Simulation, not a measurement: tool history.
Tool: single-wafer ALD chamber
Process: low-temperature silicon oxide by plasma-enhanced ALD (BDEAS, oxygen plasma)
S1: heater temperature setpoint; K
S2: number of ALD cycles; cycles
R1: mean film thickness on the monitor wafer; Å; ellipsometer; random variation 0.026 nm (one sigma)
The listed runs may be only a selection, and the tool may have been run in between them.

{"run": 1, "hour": 0.0, "S1": 363.15, "S2": 31, "R1": 45.119}
{"run": 2, "hour": 4.9, "S1": 368.15, "S2": 31, "R1": 44.187}
{"run": 3, "hour": 6.3, "S1": 377.15, "S2": 31, "R1": 42.901}
{"run": 4, "hour": 7.3, "S1": 370.15, "S2": 31, "R1": 44.29}
{"hour": 11.7, "done": "thermocouple changed; heater temperature recalibrated"}
{"run": 5, "hour": 11.7, "S1": 370.15, "S2": 35, "R1": 49.235}
{"run": 6, "hour": 12.5, "S1": 370.15, "S2": 33, "R1": 46.67}

What will run 7 give?
{"run": 7, "hour": 16.9, "S1": 367.15, "S2": 34, "R1": "?"}

Logged for run 7: R1 48.013 Å.
